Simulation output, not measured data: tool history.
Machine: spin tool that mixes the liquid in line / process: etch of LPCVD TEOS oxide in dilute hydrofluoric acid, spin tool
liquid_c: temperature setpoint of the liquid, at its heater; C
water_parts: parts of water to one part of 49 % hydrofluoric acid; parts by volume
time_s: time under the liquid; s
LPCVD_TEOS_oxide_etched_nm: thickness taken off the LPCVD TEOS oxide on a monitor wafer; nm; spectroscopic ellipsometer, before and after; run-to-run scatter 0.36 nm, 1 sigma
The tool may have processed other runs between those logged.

Run 1, hour 0.0: liquid_c 20.0 C, water_parts 90 parts by volume, time_s 55 s. Result: LPCVD_TEOS_oxide_etched_nm 29.322 nm.
Run 2, hour 4.8: liquid_c 22.5 C, water_parts 80 parts by volume, time_s 55 s. Result: LPCVD_TEOS_oxide_etched_nm 36.898 nm.
Run 3, hour 7.3: liquid_c 19.0 C, water_parts 80 parts by volume, time_s 55 s. Result: LPCVD_TEOS_oxide_etched_nm 31.696 nm.
Run 4, hour 13.9: liquid_c 19.0 C, water_parts 80 parts by volume, time_s 55 s. Result: LPCVD_TEOS_oxide_etched_nm 31.779 nm.
Run 5, hour 18.3: liquid_c 21.5 C, water_parts 75 parts by volume, time_s 55 s. Result: LPCVD_TEOS_oxide_etched_nm 37.833 nm.
Run 6, hour 23.0: liquid_c 23.5 C, water_parts 70 parts by volume, time_s 55 s. Result: LPCVD_TEOS_oxide_etched_nm 43.989 nm.
Run 7, hour 27.4: liquid_c 25.0 C, water_parts 65 parts by volume, time_s 55 s. Result: LPCVD_TEOS_oxide_etched_nm 51.227 nm.
Run 8, hour 29.3: liquid_c 28.0 C, water_parts 65 parts by volume, time_s 55 s. Result: LPCVD_TEOS_oxide_etched_nm 57.666 nm.
Run 9, hour 30.4: liquid_c 27.5 C, water_parts 65 parts by volume, time_s 55 s. Result: LPCVD_TEOS_oxide_etched_nm 56.374 nm.
Run 10, hour 38.5: liquid_c 27.5 C, water_parts 65 parts by volume, time_s 55 s. Result: LPCVD_TEOS_oxide_etched_nm 56.360 nm.

Forecast run 11:
Run 11, hour 42.9: liquid_c 28.0 C, water_parts 65 parts by volume, time_s 55 s. Result: LPCVD_TEOS_oxide_etched_nm ?.

{"run 11": {"LPCVD_TEOS_oxide_etched_nm": 56.479}}

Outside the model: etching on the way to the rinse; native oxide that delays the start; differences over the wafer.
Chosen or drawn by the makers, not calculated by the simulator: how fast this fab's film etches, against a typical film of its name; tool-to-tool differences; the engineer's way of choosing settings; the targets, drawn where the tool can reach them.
